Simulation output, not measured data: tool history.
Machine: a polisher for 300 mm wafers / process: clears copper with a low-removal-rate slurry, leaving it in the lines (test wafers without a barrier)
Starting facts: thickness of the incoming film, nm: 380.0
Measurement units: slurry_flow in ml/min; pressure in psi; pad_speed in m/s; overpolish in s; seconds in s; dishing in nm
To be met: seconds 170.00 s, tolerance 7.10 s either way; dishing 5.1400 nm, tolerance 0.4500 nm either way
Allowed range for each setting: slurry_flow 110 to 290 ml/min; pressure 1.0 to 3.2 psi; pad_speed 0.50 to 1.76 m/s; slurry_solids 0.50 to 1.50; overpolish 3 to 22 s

| run | hour | slurry_flow | pressure | pad_speed | slurry_solids | overpolish | seconds | dishing |
|---|---|---|---|---|---|---|---|---|
| 1 | 0.0 | 185 | 2.1 | 1.12 | 1.00 | 11 | 160.47 | 18.1250 |
| 2 | 3.9 | 185 | 2.4 | 1.12 | 1.00 | 11 | 140.45 | 21.2500 |
| 3 | 9.5 | 185 | 2.1 | 1.20 | 1.00 | 10 | 150.15 | 18.6330 |
| 4 | 16.5 | 205 | 2.1 | 1.12 | 1.10 | 9 | 154.72 | 14.7070 |
|  | 17.5 | worn pad replaced by a new one |
| 5 | 17.5 | 205 | 2.1 | 1.12 | 1.20 | 9 | 137.37 | 16.6530 |
| 6 | 25.9 | 220 | 1.9 | 1.10 | 1.25 | 8 | 153.11 | 13.9370 |
| 7 | 31.0 | 235 | 1.9 | 1.02 | 1.30 | 7 | 166.44 | 12.1440 |
| 8 | 36.8 | 245 | 1.7 | 1.06 | 1.35 | 6 | 174.06 | 9.4369 |
| 9 | 37.6 | 255 | 1.6 | 1.16 | 1.30 | 5 | 164.15 | 8.1917 |

Exactly one of the 4 candidate moves below puts every result within its allowed miss. Which one?
| A | 38.4 | 280 | 1.8 | 1.02 | 1.35 | 7 | ? | ? |
| B | 38.4 | 215 | 1.6 | 1.16 | 1.30 | 6 | ? | ? |
| C | 38.4 | 225 | 1.5 | 1.24 | 1.20 | 3 | ? | ? |
| D | 38.4 | 265 | 1.8 | 1.00 | 1.20 | 10 | ? | ? |

| move | seconds | dishing |
|---|---|---|
| A | 164.40 | 12.0190 |
| B | 169.07 | 10.1520 |
| C | 170.74 | 5.2428 |
| D | 173.21 | 15.7440 |
A: further off than the last run
B: further off than the last run
C: meets every target
D: further off than the last run
C is the move that brings every result within its allowed miss.
